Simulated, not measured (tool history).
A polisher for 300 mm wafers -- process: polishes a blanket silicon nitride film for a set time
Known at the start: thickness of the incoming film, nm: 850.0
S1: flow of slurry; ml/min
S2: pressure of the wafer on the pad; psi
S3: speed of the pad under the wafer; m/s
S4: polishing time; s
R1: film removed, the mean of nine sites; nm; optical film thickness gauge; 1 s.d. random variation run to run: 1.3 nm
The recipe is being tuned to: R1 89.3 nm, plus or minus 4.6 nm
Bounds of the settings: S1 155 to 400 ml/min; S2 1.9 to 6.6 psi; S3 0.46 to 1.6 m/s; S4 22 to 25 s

run,day,S1,S2,S3,S4,R1
1,0,255,4.2,1.02,25,61.96
2,0.125,255,4.2,1.02,22,54.82
3,0.45,255,4.6,1.04,22,61.577
4,0.746,255,4.6,0.84,22,52.639
5,1.088,255,5,0.86,22,56.016
6,1.362,255,5,1.08,22,68.058
7,1.538,255,5.3,1.1,22,73.773
8,1.829,255,5.5,1.1,22,77.528

Exercise: of the 4 proposed moves below, exactly one satisfies all targets within the stated allowed misses. Which move is it?
A,2.121,310,6.5,1.06,25,?
B,2.121,275,5.6,1.28,25,?
C,2.121,225,6.2,1.18,25,?
D,2.121,250,6.4,0.94,25,?

move,R1
A,100.36
B,99.766
C,101.11
D,87.968
A: carries the result that was furthest off beyond its target, to the other side
B: carries the result that was furthest off beyond its target, to the other side
C: carries the result that was furthest off beyond its target, to the other side
D: every result lands within tolerance
So the answer is move D, the one that meets all the targets.
